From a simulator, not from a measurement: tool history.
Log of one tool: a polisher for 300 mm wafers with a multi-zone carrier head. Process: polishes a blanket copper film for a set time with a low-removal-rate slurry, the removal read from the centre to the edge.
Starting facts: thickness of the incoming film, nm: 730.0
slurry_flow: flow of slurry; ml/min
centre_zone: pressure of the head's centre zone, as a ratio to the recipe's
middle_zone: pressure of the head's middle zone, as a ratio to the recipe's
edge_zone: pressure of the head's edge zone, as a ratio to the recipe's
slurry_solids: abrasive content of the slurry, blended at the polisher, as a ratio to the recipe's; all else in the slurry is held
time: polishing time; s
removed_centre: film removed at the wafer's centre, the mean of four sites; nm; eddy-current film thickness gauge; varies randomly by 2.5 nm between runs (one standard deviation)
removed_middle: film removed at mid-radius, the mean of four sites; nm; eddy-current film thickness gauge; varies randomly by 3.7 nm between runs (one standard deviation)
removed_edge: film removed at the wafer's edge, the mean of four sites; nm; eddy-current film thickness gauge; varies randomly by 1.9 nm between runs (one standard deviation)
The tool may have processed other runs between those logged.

| run | day | slurry_flow | centre_zone | middle_zone | edge_zone | slurry_solids | time | removed_centre | removed_middle | removed_edge |
|---|---|---|---|---|---|---|---|---|---|---|
| 1 | 0 | 260 | 1 | 1 | 1 | 1 | 74 | 208.96 | 213.08 | 202.18 |
| 2 | 0.283 | 260 | 1 | 1.01 | 1.01 | 1.05 | 74 | 209.97 | 211.94 | 205.14 |
| 3 | 0.321 | 260 | 1 | 1.01 | 0.98 | 1.05 | 74 | 207.41 | 216.72 | 199.14 |
| 4 | 0.554 | 265 | 1 | 1.03 | 0.99 | 1.1 | 74 | 217.95 | 216.83 | 204.22 |
| 5 | 0.875 | 265 | 1 | 1.03 | 0.93 | 1.1 | 74 | 214.15 | 221.13 | 199.43 |
| 6 | 1.167 | 265 | 0.99 | 1.04 | 0.94 | 1.15 | 75 | 217.89 | 223.73 | 208.19 |
| 7 | 1.212 | 265 | 0.99 | 1.04 | 0.94 | 1.15 | 75 | 215.55 | 225.73 | 205.15 |
| 8 | 1.458 | 265 | 0.98 | 1.05 | 0.95 | 1.2 | 75 | 215.48 | 228.83 | 209.33 |
| 9 | 1.833 | 270 | 0.98 | 1.06 | 0.96 | 1.25 | 75 | 218.15 | 233.56 | 211.69 |
| 10 | 1.967 | 270 | 0.98 | 1.06 | 0.97 | 1.3 | 75 | 221.64 | 231.85 | 214.89 |
| 11 | 2.196 | 270 | 0.98 | 1.06 | 0.97 | 1.3 | 75 | 221.38 | 241.99 | 212.69 |
| 12 | 2.525 | 270 | 0.98 | 1.05 | 0.98 | 1.3 | 76 | 222.56 | 236.44 | 218.12 |
| 13 | 2.738 | 270 | 0.98 | 1.05 | 0.99 | 1.3 | 76 | 221.92 | 243.28 | 220.21 |
| 14 | 2.858 | 275 | 0.98 | 1.04 | 1 | 1.3 | 76 | 220.6 | 240.77 | 220.84 |

Run 15 has not been measured yet. What should we expect?
| 15 | 3.175 | 275 | 0.98 | 1.04 | 1.01 | 1.3 | 76 | ? | ? | ? |

{"run 15": {"removed_centre": 228.08, "removed_middle": 237.5, "removed_edge": 223.25}}
